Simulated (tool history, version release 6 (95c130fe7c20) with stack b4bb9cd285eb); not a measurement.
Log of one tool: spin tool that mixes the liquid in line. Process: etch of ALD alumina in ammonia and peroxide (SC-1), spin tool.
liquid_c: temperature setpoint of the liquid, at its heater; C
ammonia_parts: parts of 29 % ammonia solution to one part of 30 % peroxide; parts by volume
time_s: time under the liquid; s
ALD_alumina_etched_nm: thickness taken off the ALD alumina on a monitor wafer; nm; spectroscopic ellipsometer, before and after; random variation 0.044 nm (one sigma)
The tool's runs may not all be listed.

run	hour	liquid_c	ammonia_parts	time_s	ALD_alumina_etched_nm
1	0.0	56.0	0.7	320	17.4930
2	6.4	54.0	0.7	320	15.7000
3	13.3	50.5	0.7	320	13.0190
4	19.2	55.0	0.7	320	16.6850
5	27.7	55.0	0.7	340	17.6630
6	32.6	60.5	0.7	340	23.4990
7	34.3	52.5	0.7	340	15.4200

Run 8 comes next. What will it give?
8	38.7	44.5	0.7	340	?

{"run 8": {"ALD_alumina_etched_nm": 9.9081}}

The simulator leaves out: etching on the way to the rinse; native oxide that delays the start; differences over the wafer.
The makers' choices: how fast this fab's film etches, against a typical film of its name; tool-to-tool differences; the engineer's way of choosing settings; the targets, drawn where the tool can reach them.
